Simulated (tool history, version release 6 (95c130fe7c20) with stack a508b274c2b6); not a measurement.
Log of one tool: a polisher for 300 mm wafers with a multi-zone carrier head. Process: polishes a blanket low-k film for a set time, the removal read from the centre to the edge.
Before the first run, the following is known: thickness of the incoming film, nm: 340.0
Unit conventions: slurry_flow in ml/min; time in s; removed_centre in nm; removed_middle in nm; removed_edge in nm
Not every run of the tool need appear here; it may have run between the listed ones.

run	hour	slurry_flow	centre_zone	middle_zone	edge_zone	slurry_solids	time	removed_centre	removed_middle	removed_edge
1	0	195	1	1	1	1	32	10.507	10.364	9.9295
2	8.7	190	1.01	0.96	1	0.9	31	9.7949	9.3575	9.4208
3	13.8	190	1.01	0.87	1	0.9	31	9.8529	8.7227	9.5892
4	20	190	1.01	0.87	0.92	0.9	31	9.8901	8.6724	9.2453
# hour 21.9: edge zone pressure recalibrated
5	21.9	185	1.02	0.86	0.92	0.8	30	9.0811	7.8535	8.7746
6	23.3	185	1.02	0.86	0.87	0.8	30	9.025	7.8521	8.4892

Run 7 is up next; what results do you expect?
7	25	185	1.04	0.85	0.86	0.75	30	?	?	?

removed_centre: 8.9503 nm
removed_middle: 7.4482 nm
removed_edge: 8.2925 nm

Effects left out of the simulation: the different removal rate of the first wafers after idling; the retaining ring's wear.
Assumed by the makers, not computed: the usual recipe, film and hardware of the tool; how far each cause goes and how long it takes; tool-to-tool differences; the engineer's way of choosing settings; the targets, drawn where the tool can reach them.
